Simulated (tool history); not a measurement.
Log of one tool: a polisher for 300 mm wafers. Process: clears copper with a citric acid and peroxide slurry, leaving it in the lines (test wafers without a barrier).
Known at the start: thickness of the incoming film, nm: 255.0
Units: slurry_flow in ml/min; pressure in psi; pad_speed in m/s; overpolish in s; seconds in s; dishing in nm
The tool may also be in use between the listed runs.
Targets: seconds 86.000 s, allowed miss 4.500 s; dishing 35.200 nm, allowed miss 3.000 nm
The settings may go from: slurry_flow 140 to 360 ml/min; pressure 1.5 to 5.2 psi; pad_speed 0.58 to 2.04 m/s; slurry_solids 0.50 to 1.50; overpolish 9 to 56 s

run,day,slurry_flow,pressure,pad_speed,slurry_solids,overpolish,seconds,dishing
1,0.000,230,3.3,1.30,1.00,29,80.187,55.622
2,0.275,230,3.3,1.30,0.90,29,80.426,56.168
3,0.488,230,3.3,1.30,0.90,36,79.826,60.437
4,0.729,285,3.3,1.30,0.90,36,78.660,65.108
# day 1.029: head pressure recalibrated
5,1.029,285,3.3,1.06,0.90,36,91.239,58.237
6,1.396,285,3.3,1.06,0.75,36,93.059,58.363
7,1.671,260,3.4,1.06,0.80,30,91.486,51.183
8,1.967,255,3.5,1.06,0.80,26,87.450,50.297
9,2.096,230,3.5,1.06,0.80,22,89.146,42.896

5 next moves are on the table. One of them brings every result within its allowed miss. Which?
A,2.225,185,3.1,1.30,0.75,16,?,?
B,2.225,205,3.5,1.26,0.75,22,?,?
C,2.225,200,4.2,1.06,0.65,20,?,?
D,2.225,295,4.1,1.10,0.65,19,?,?
E,2.225,185,4.8,0.94,1.05,20,?,?

move,seconds,dishing
A,84.420,33.932
B,76.562,46.854
C,77.630,43.590
D,73.377,43.711
E,73.340,45.713
A: meets every target
B: further off than the last run
C: further off than the last run
D: further off than the last run
E: further off than the last run
Move A is the one to make.

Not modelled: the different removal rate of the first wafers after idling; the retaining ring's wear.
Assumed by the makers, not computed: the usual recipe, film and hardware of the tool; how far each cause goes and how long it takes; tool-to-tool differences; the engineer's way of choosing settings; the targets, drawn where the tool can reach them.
